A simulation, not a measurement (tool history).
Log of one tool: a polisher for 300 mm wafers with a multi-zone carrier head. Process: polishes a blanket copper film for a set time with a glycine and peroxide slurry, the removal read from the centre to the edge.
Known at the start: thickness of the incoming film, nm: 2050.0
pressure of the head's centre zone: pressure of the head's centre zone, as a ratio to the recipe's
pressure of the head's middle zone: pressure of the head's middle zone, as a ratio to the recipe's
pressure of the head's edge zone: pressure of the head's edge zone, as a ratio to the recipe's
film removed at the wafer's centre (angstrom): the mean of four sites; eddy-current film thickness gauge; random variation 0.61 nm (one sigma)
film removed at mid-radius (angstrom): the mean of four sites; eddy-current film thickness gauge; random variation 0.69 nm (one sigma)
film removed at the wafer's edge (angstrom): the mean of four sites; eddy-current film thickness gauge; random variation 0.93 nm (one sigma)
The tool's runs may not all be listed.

| run | day | flow of slurry (ml/min) | pressure of the head's centre zone | pressure of the head's middle zone | pressure of the head's edge zone | polishing time (s) | film removed at the wafer's centre (angstrom) | film removed at mid-radius (angstrom) | film removed at the wafer's edge (angstrom) |
|---|---|---|---|---|---|---|---|---|---|
| 1 | 0 | 260 | 1 | 1 | 1 | 30 | 1135.4 | 1135.2 | 1170.7 |
| 2 | 0.367 | 260 | 1 | 1.06 | 1 | 30 | 1127.5 | 1209.1 | 1144.9 |
| 3 | 0.517 | 260 | 1 | 1.04 | 0.98 | 29 | 1098.1 | 1146.1 | 1121.1 |
| 4 | 0.838 | 260 | 1 | 1.04 | 0.98 | 23 | 866.68 | 906.63 | 887.17 |
| 5 | 1.062 | 255 | 1 | 1.03 | 0.98 | 23 | 869.37 | 888.17 | 886.67 |
| 6 | 1.404 | 255 | 0.93 | 1.03 | 0.98 | 23 | 801.84 | 893.18 | 875.65 |
| 7 | 1.596 | 260 | 0.94 | 1.02 | 0.98 | 23 | 809.03 | 883.24 | 884.82 |

Forecast run 8:
| 8 | 1.633 | 260 | 0.95 | 1.01 | 0.98 | 23 | ? | ? | ? |

Run 8 gave film removed at the wafer's centre (angstrom) 820.84, film removed at mid-radius (angstrom) 872.47, film removed at the wafer's edge (angstrom) 870.53.
